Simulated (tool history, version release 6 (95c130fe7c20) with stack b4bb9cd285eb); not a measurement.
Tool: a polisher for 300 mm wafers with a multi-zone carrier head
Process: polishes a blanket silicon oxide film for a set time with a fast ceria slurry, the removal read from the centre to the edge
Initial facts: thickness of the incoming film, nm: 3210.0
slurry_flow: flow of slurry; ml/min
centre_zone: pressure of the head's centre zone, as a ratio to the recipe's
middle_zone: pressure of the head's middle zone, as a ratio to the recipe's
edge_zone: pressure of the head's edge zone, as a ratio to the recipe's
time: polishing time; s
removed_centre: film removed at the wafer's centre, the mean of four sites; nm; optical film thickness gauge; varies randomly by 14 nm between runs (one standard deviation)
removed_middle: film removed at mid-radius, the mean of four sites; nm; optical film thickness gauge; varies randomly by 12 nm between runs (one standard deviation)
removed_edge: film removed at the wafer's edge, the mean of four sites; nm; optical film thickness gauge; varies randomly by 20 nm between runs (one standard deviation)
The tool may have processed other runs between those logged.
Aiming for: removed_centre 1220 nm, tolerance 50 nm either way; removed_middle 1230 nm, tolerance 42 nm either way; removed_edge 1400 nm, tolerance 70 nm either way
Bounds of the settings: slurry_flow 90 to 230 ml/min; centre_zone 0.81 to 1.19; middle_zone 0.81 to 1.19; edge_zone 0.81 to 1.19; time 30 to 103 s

run 1 hour=0 | slurry_flow=150 centre_zone=1 middle_zone=1 edge_zone=1 time=66 | removed_centre=963.94 removed_middle=960.95 removed_edge=961.76
run 2 hour=2.5 | slurry_flow=155 centre_zone=0.99 middle_zone=0.99 edge_zone=1.05 time=71 | removed_centre=1051.9 removed_middle=1041.3 removed_edge=1090.1
run 3 hour=3.9 | slurry_flow=165 centre_zone=0.98 middle_zone=0.99 edge_zone=1.09 time=73 | removed_centre=1069.7 removed_middle=1096 removed_edge=1154.4
run 4 hour=10.6 | slurry_flow=165 centre_zone=0.98 middle_zone=0.99 edge_zone=1.09 time=85 | removed_centre=1219.8 removed_middle=1268.4 removed_edge=1315.3
run 5 hour=14.1 | slurry_flow=165 centre_zone=0.98 middle_zone=0.99 edge_zone=1.09 time=77 | removed_centre=1122.2 removed_middle=1161 removed_edge=1192.2
run 6 hour=21.2 | slurry_flow=165 centre_zone=0.97 middle_zone=0.97 edge_zone=1.12 time=79 | removed_centre=1162.3 removed_middle=1176.6 removed_edge=1236.4
run 7 hour=25.5 | slurry_flow=170 centre_zone=0.94 middle_zone=0.94 edge_zone=1.14 time=81 | removed_centre=1165.8 removed_middle=1176.3 removed_edge=1328.5
run 8 hour=30.5 | slurry_flow=175 centre_zone=0.94 middle_zone=0.94 edge_zone=1.15 time=81 | removed_centre=1168 removed_middle=1193.1 removed_edge=1316.9

Of the 5 settings listed for the next run, only one would bring every result within its allowed miss of target. Which one?
run A hour=35.5 | slurry_flow=180 centre_zone=0.98 middle_zone=1.09 edge_zone=1.04 time=82 | removed_centre=? removed_middle=? removed_edge=?
run B hour=35.5 | slurry_flow=190 centre_zone=0.93 middle_zone=0.99 edge_zone=1.17 time=85 | removed_centre=? removed_middle=? removed_edge=?
run C hour=35.5 | slurry_flow=185 centre_zone=0.82 middle_zone=1.08 edge_zone=1.19 time=85 | removed_centre=? removed_middle=? removed_edge=?
run D hour=35.5 | slurry_flow=180 centre_zone=0.9 middle_zone=0.86 edge_zone=1.12 time=87 | removed_centre=? removed_middle=? removed_edge=?
run E hour=35.5 | slurry_flow=160 centre_zone=0.81 middle_zone=1.01 edge_zone=1.17 time=86 | removed_centre=? removed_middle=? removed_edge=?

move=A removed_centre=1240.8 removed_middle=1302.2 removed_edge=1247.7
move=B removed_centre=1245 removed_middle=1295.7 removed_edge=1381.7
move=C removed_centre=1127.2 removed_middle=1349.3 removed_edge=1389.2
move=D removed_centre=1231.4 removed_middle=1231.1 removed_edge=1376.4
move=E removed_centre=1102.8 removed_middle=1291.5 removed_edge=1372.1
A: lands further from the targets than the last run did
B: meets the target for the result that was furthest off, but another lies outside its allowed miss
C: meets the target for the result that was furthest off, but another lies outside its allowed miss
D: every result within its allowed miss
E: meets the target for the result that was furthest off, but another lies outside its allowed miss
Correct choice: D, which meets every target
